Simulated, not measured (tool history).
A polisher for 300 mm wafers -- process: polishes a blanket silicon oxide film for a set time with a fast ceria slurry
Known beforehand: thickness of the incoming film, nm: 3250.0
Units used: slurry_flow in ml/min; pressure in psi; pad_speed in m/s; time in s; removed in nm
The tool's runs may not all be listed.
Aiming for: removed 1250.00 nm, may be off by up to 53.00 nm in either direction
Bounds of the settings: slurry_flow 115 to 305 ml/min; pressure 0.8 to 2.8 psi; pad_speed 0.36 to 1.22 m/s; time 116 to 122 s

Run 1, day 0.000: slurry_flow 195 ml/min, pressure 1.8 psi, pad_speed 0.78 m/s, time 116 s. Result: removed 753.96 nm.
Run 2, day 0.121: slurry_flow 195 ml/min, pressure 2.0 psi, pad_speed 0.78 m/s, time 116 s. Result: removed 822.07 nm.
Run 3, day 0.421: slurry_flow 195 ml/min, pressure 2.2 psi, pad_speed 0.78 m/s, time 116 s. Result: removed 905.53 nm.
Run 4, day 0.588: slurry_flow 195 ml/min, pressure 2.4 psi, pad_speed 0.78 m/s, time 116 s. Result: removed 973.50 nm.
Run 5, day 0.671: slurry_flow 195 ml/min, pressure 2.5 psi, pad_speed 0.80 m/s, time 116 s. Result: removed 1014.80 nm.
Run 6, day 0.992: slurry_flow 195 ml/min, pressure 2.6 psi, pad_speed 0.82 m/s, time 116 s. Result: removed 1045.90 nm.
Run 7, day 1.308: slurry_flow 195 ml/min, pressure 2.7 psi, pad_speed 0.86 m/s, time 116 s. Result: removed 1148.70 nm.
Run 8, day 1.621: slurry_flow 195 ml/min, pressure 2.7 psi, pad_speed 0.88 m/s, time 116 s. Result: removed 1173.40 nm.

Consider the 5 candidate settings below. Which is the only one whose results all fall within their allowed miss of target?
Run A, day 1.933: slurry_flow 180 ml/min, pressure 2.6 psi, pad_speed 1.06 m/s, time 122 s. Result: removed ?.
Run B, day 1.933: slurry_flow 170 ml/min, pressure 2.7 psi, pad_speed 0.78 m/s, time 120 s. Result: removed ?.
Run C, day 1.933: slurry_flow 255 ml/min, pressure 2.8 psi, pad_speed 0.96 m/s, time 120 s. Result: removed ?.
Run D, day 1.933: slurry_flow 170 ml/min, pressure 2.8 psi, pad_speed 1.02 m/s, time 121 s. Result: removed ?.
Run E, day 1.933: slurry_flow 115 ml/min, pressure 2.8 psi, pad_speed 1.02 m/s, time 120 s. Result: removed ?.

move  removed
   A  1319.40
   B  1096.40
   C  1355.80
   D  1354.10
   E  1258.10
A: the result that was furthest off in the last run now lies on the other side of its target
B: the biggest miss grows against the last run
C: the result that was furthest off in the last run now lies on the other side of its target
D: the result that was furthest off in the last run now lies on the other side of its target
E: all results land within tolerance of their targets
Move E is the one to make.
